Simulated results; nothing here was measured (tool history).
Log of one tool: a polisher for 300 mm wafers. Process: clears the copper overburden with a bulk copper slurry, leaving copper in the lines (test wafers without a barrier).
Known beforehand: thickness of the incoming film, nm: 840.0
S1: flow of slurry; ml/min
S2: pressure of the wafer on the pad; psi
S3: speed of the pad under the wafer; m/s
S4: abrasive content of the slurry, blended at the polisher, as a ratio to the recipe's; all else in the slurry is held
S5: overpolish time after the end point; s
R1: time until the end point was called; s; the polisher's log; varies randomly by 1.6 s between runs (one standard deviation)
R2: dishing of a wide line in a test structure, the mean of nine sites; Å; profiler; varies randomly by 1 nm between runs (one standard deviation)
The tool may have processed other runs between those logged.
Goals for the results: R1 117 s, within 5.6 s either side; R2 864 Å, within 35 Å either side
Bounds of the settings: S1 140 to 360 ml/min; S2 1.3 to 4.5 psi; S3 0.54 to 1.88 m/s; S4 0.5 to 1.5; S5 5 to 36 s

run	hour	S1	S2	S3	S4	S5	R1	R2
1	0	230	2.9	1.2	1	18	77.678	892.54
2	6.1	230	2.9	1.06	1	18	87.552	834.2
3	9.5	230	2.9	1.06	1	25	85.923	996.36
4	13.5	230	2.6	1.06	1	26	96.692	972.53
5	14.7	230	2.6	1.06	1	21	96.123	878.57
6	23.5	230	2.4	1.06	1	22	102.69	842.8
7	30.6	230	2.3	1.06	1	23	105.03	833.1
8	33.7	230	2.2	1.04	1	24	115.65	805.52

4 candidate next runs follow, results not yet known. Just one meets every target within its allowed miss. Identify it.
A	36.8	280	2.4	0.94	1.05	19	?	?
B	36.8	240	2.4	0.96	0.9	21	?	?
C	36.8	210	1.5	1.56	0.9	30	?	?
D	36.8	250	2.3	1.06	0.95	17	?	?

move	R1	R2
A	109.22	727.55
B	111.92	763.81
C	114.94	848.29
D	105.48	688.31
A: misses by more than the last run did
B: misses by more than the last run did
C: hits every target within its allowed miss
D: misses by more than the last run did
The right move is C.

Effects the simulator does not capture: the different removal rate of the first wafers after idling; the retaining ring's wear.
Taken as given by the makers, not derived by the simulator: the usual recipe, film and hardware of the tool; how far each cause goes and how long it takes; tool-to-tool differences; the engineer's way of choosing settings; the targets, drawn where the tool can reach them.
